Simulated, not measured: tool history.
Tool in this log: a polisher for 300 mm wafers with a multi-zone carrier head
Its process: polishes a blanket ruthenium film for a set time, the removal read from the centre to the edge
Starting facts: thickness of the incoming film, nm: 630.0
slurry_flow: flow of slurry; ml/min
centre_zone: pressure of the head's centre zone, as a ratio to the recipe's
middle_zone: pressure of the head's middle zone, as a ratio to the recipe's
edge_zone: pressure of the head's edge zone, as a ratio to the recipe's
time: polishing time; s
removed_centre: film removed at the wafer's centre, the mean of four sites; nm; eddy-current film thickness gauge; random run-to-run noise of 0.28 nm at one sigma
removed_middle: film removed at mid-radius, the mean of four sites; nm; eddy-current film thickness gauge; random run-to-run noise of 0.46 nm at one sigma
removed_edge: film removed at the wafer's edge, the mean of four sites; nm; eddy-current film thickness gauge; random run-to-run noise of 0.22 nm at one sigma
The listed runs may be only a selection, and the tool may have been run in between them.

Run 1, hour 0.0: slurry_flow 230 ml/min, centre_zone 1.00, middle_zone 1.00, edge_zone 1.00, time 59 s. Result: removed_centre 39.257 nm, removed_middle 39.185 nm, removed_edge 38.032 nm.
Run 2, hour 6.4: slurry_flow 230 ml/min, centre_zone 1.00, middle_zone 1.00, edge_zone 1.00, time 66 s. Result: removed_centre 43.413 nm, removed_middle 44.310 nm, removed_edge 42.522 nm.
Run 3, hour 15.0: slurry_flow 225 ml/min, centre_zone 0.98, middle_zone 1.01, edge_zone 0.98, time 64 s. Result: removed_centre 41.299 nm, removed_middle 42.865 nm, removed_edge 40.953 nm.
Run 4, hour 19.1: slurry_flow 225 ml/min, centre_zone 0.97, middle_zone 1.03, edge_zone 0.96, time 62 s. Result: removed_centre 39.711 nm, removed_middle 42.861 nm, removed_edge 39.533 nm.
Run 5, hour 21.2: slurry_flow 225 ml/min, centre_zone 0.97, middle_zone 1.03, edge_zone 0.96, time 76 s. Result: removed_centre 48.702 nm, removed_middle 51.346 nm, removed_edge 47.798 nm.
At hour 24.7: worn pad replaced by a new one.
Run 6, hour 24.7: slurry_flow 225 ml/min, centre_zone 0.96, middle_zone 1.04, edge_zone 0.94, time 72 s. Result: removed_centre 51.804 nm, removed_middle 55.893 nm, removed_edge 50.595 nm.
Run 7, hour 27.1: slurry_flow 230 ml/min, centre_zone 0.97, middle_zone 1.06, edge_zone 0.97, time 69 s. Result: removed_centre 49.879 nm, removed_middle 54.335 nm, removed_edge 49.112 nm.
Run 8, hour 31.0: slurry_flow 225 ml/min, centre_zone 0.96, middle_zone 1.05, edge_zone 0.94, time 67 s. Result: removed_centre 48.133 nm, removed_middle 50.936 nm, removed_edge 46.948 nm.
Run 9, hour 34.7: slurry_flow 235 ml/min, centre_zone 0.98, middle_zone 1.04, edge_zone 0.98, time 65 s. Result: removed_centre 47.785 nm, removed_middle 50.211 nm, removed_edge 46.193 nm.
Run 10, hour 39.0: slurry_flow 235 ml/min, centre_zone 0.98, middle_zone 1.04, edge_zone 0.98, time 65 s. Result: removed_centre 48.205 nm, removed_middle 51.138 nm, removed_edge 46.419 nm.

The next listed run, before its measurement:
Run 11, hour 40.6: slurry_flow 235 ml/min, centre_zone 0.98, middle_zone 1.04, edge_zone 0.98, time 65 s. Result: removed_centre ?, removed_middle ?, removed_edge ?.

{"run 11": {"removed_centre": 48.447, "removed_middle": 50.962, "removed_edge": 46.561}}

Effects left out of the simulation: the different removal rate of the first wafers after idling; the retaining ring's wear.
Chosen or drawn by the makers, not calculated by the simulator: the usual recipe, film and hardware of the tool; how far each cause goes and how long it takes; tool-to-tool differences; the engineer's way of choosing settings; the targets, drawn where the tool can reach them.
